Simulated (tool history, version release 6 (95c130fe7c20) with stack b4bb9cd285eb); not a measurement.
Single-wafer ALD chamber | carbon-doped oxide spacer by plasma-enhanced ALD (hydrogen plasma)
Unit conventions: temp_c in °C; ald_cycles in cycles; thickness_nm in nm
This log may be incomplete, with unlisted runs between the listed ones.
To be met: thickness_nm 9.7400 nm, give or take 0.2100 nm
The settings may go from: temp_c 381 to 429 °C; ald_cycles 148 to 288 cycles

run 1 hour=0.0 | temp_c=405 ald_cycles=218 | thickness_nm=11.1870
run 2 hour=4.8 | temp_c=406 ald_cycles=214 | thickness_nm=10.9760
run 3 hour=13.0 | temp_c=406 ald_cycles=234 | thickness_nm=12.0090
run 4 hour=18.1 | temp_c=407 ald_cycles=228 | thickness_nm=11.6920
run 5 hour=25.6 | temp_c=408 ald_cycles=222 | thickness_nm=11.3050
run 6 hour=29.4 | temp_c=403 ald_cycles=222 | thickness_nm=11.5320
run 7 hour=36.7 | temp_c=405 ald_cycles=218 | thickness_nm=11.2590
run 8 hour=42.2 | temp_c=407 ald_cycles=215 | thickness_nm=10.9970
run 9 hour=51.2 | temp_c=409 ald_cycles=212 | thickness_nm=10.8460
run 10 hour=53.0 | temp_c=410 ald_cycles=209 | thickness_nm=10.5640
run 11 hour=54.0 | temp_c=412 ald_cycles=208 | thickness_nm=10.5380
run 12 hour=57.9 | temp_c=413 ald_cycles=206 | thickness_nm=10.3750

Next run, 5 choices. One meets every target within its allowed miss, the rest don't. Which?
run A hour=61.8 | temp_c=413 ald_cycles=192 | thickness_nm=?
run B hour=61.8 | temp_c=420 ald_cycles=185 | thickness_nm=?
run C hour=61.8 | temp_c=411 ald_cycles=232 | thickness_nm=?
run D hour=61.8 | temp_c=416 ald_cycles=234 | thickness_nm=?
run E hour=61.8 | temp_c=416 ald_cycles=183 | thickness_nm=?

move=A thickness_nm=9.6718
move=B thickness_nm=9.1333
move=C thickness_nm=11.7530
move=D thickness_nm=11.6870
move=E thickness_nm=9.1396
A: every result within its allowed miss
B: takes the result that was furthest off past its target
C: the biggest miss grows against the last run
D: the biggest miss grows against the last run
E: takes the result that was furthest off past its target
A is the move that brings every result within its allowed miss.
